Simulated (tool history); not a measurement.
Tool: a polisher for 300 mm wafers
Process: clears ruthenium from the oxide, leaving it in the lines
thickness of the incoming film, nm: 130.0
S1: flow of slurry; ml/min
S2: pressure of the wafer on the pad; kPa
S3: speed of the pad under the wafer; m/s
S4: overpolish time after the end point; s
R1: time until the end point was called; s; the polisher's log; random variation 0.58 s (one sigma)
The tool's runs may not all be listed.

| run | hour | S1 | S2 | S3 | S4 | R1 |
|---|---|---|---|---|---|---|
| 1 | 0 | 230 | 14.5 | 1.02 | 46 | 115.3 |
| 2 | 2 | 230 | 13.1 | 1.02 | 46 | 126.72 |
| 3 | 7.9 | 235 | 14.5 | 1.02 | 46 | 114.65 |
| 4 | 12.9 | 240 | 15.9 | 1.02 | 46 | 105.94 |
| 5 | 19 | 240 | 17.2 | 1.02 | 46 | 98.005 |
| 6 | 26.1 | 240 | 17.9 | 1.02 | 46 | 93.581 |
| 7 | 29.5 | 240 | 18.6 | 1.02 | 46 | 90.184 |
| 8 | 35.2 | 240 | 19.3 | 1.02 | 46 | 86.543 |

The next listed run, before its measurement:
| 9 | 39.9 | 240 | 20 | 1.02 | 46 | ? |

{"run 9": {"R1": 84.553}}

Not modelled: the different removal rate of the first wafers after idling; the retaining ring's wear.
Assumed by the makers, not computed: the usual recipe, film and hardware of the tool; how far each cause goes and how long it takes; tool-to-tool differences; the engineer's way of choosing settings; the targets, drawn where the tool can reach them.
